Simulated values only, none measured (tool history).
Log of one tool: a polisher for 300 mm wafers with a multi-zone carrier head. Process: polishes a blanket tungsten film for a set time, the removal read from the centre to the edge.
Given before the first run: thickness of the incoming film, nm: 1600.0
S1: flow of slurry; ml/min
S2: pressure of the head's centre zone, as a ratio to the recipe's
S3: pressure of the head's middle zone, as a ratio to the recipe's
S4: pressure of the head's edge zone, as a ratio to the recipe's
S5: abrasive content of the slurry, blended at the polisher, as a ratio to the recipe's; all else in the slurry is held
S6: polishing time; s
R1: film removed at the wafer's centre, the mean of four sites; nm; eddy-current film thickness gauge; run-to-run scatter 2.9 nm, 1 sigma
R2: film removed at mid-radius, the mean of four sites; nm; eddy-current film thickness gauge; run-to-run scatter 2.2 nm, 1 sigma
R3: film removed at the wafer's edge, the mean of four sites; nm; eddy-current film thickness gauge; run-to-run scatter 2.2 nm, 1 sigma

run	day	S1	S2	S3	S4	S5	S6	R1	R2	R3
1	0	250	1	1	1	1	31	198.75	192.19	195.27
2	0.275	250	1	0.92	1	1	31	199.79	182.28	191.97
3	0.633	250	1	0.92	1	1	34	214.7	197.52	216.23
4	0.708	250	1	0.92	1.07	1	34	214.27	197.55	221.86
5	1.083	260	1.02	0.91	1.09	1	34	220.69	194.85	224.05
6	1.375	260	1.02	0.98	1.09	1	34	220.6	207.13	223.67
7	1.462	265	1.04	0.96	1.11	1	34	226.09	204.49	227.53
8	1.821	270	1.06	0.95	1.12	1	34	228.21	200.86	227.89

What does the tool deliver on the next run?
9	1.921	275	1.08	0.95	1.13	1	34	?	?	?

Run 9 produced R1 236.07 nm, R2 208.42 nm, R3 230.13 nm.

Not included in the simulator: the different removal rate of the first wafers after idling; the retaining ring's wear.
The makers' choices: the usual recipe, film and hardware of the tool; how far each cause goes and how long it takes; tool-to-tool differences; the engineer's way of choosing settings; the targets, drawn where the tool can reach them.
